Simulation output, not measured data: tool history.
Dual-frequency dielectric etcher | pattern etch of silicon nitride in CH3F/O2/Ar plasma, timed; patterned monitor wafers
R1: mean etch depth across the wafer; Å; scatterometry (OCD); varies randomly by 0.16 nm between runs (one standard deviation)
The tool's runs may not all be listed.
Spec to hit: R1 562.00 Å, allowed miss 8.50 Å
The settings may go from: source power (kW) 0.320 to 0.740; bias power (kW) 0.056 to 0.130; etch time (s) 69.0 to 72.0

run 1 hour=0.0 | source_power_(kW)=0.530 bias_power_(kW)=0.093 etch_time_(s)=69.0 | R1=626.38
run 2 hour=2.2 | source_power_(kW)=0.520 bias_power_(kW)=0.093 etch_time_(s)=69.0 | R1=623.40
run 3 hour=4.6 | source_power_(kW)=0.510 bias_power_(kW)=0.093 etch_time_(s)=69.0 | R1=616.61
run 4 hour=6.7 | source_power_(kW)=0.550 bias_power_(kW)=0.093 etch_time_(s)=69.0 | R1=635.90
run 5 hour=7.9 | source_power_(kW)=0.530 bias_power_(kW)=0.093 etch_time_(s)=69.0 | R1=624.41
run 6 hour=8.8 | source_power_(kW)=0.520 bias_power_(kW)=0.093 etch_time_(s)=69.0 | R1=621.79
run 7 hour=10.4 | source_power_(kW)=0.510 bias_power_(kW)=0.093 etch_time_(s)=69.0 | R1=617.31
run 8 hour=12.1 | source_power_(kW)=0.500 bias_power_(kW)=0.093 etch_time_(s)=69.0 | R1=613.71

Exercise: of the 4 proposed moves below, exactly one satisfies all targets within the stated allowed misses. Which move is it?
run A hour=13.8 | source_power_(kW)=0.450 bias_power_(kW)=0.070 etch_time_(s)=69.5 | R1=?
run B hour=13.8 | source_power_(kW)=0.600 bias_power_(kW)=0.101 etch_time_(s)=71.0 | R1=?
run C hour=13.8 | source_power_(kW)=0.370 bias_power_(kW)=0.100 etch_time_(s)=69.5 | R1=?
run D hour=13.8 | source_power_(kW)=0.400 bias_power_(kW)=0.100 etch_time_(s)=70.5 | R1=?

move=A R1=540.47
move=B R1=693.03
move=C R1=558.16
move=D R1=584.15
A: moves the result that the last run missed by most past its target, out the other side
B: its largest miss is bigger than the last run's
C: each result inside its tolerance
D: moves toward the targets from the last run without getting all of them in spec
C meets every target.
